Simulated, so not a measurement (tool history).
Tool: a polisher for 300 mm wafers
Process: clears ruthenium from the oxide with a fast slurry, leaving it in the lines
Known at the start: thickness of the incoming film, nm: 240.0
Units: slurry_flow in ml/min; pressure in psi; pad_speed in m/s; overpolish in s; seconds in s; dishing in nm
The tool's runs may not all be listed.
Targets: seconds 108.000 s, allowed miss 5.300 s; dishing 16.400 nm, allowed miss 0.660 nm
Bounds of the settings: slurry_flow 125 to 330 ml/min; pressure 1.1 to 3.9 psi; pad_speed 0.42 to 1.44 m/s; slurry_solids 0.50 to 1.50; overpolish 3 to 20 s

run	hour	slurry_flow	pressure	pad_speed	slurry_solids	overpolish	seconds	dishing
1	0.0	210	2.5	0.92	1.00	10	67.656	28.752
2	5.3	210	2.3	0.92	1.00	10	72.001	26.899
3	13.3	210	2.3	1.06	1.00	10	67.199	29.395
4	16.6	210	2.1	1.04	1.00	10	73.867	26.311
5	22.2	170	2.1	1.04	1.00	10	75.134	25.292
6	25.2	170	2.1	1.04	1.15	10	69.700	27.542
7	29.8	170	1.9	1.04	1.15	10	76.211	25.369
8	32.8	170	1.8	1.04	1.15	10	80.094	24.732
9	41.0	170	1.7	1.02	1.15	10	86.574	22.605
# hour 46.5: slurry nozzle cleaned
10	46.5	170	1.6	1.02	1.15	10	88.909	21.981
11	49.2	170	1.5	1.02	1.15	10	93.547	20.466
12	51.5	170	1.4	1.02	1.15	10	100.670	19.484

Which of these 4 next moves meets every target?
A	53.8	240	1.5	0.88	1.25	8	?	?
B	53.8	175	1.5	1.00	1.15	9	?	?
C	53.8	150	1.3	0.92	1.35	8	?	?
D	53.8	165	1.2	1.12	1.15	9	?	?

move	seconds	dishing
A	95.169	16.605
B	94.759	18.668
C	109.070	14.560
D	108.840	16.344
A: brings the result that was furthest off to its target, and leaves another outside
B: nearer than the last run, and not there yet
C: takes the result that was furthest off past its target
D: meets every target
Move D is the one to make.

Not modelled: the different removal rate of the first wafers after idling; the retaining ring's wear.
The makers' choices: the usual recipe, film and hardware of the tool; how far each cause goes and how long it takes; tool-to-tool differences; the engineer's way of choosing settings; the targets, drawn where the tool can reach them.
